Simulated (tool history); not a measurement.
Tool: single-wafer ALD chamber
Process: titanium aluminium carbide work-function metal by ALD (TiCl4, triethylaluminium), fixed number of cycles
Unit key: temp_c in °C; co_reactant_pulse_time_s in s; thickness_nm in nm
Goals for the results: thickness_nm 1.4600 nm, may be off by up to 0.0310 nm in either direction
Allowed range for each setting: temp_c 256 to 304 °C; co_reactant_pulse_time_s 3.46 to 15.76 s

run    day  temp_c  co_reactant_pulse_time_s  thickness_nm
  1  0.000     280                      9.61        1.7265
  2  0.304     273                      8.34        1.6212
  3  0.525     269                      7.91        1.5777
  4  0.642     269                     10.59        1.6400
  5  0.938     258                     10.59        1.5354
  6  1.062     257                      9.79        1.5246
  7  1.250     256                      6.72        1.4125
  8  1.338     257                      6.81        1.4277

Of the 5 settings listed for the next run, only one would bring every result within its allowed miss of target. Which one?
  A  1.425     256                      6.33             ?
  B  1.425     256                      8.11             ?
  C  1.425     256                      6.31             ?
  D  1.425     256                      5.66             ?
  E  1.425     256                      5.75             ?

move  thickness_nm
   A        1.3917
   B        1.4719
   C        1.3905
   D        1.3464
   E        1.3531
A: moves away from the targets compared with the last run
B: meets every target
C: moves away from the targets compared with the last run
D: moves away from the targets compared with the last run
E: moves away from the targets compared with the last run
Answer: B
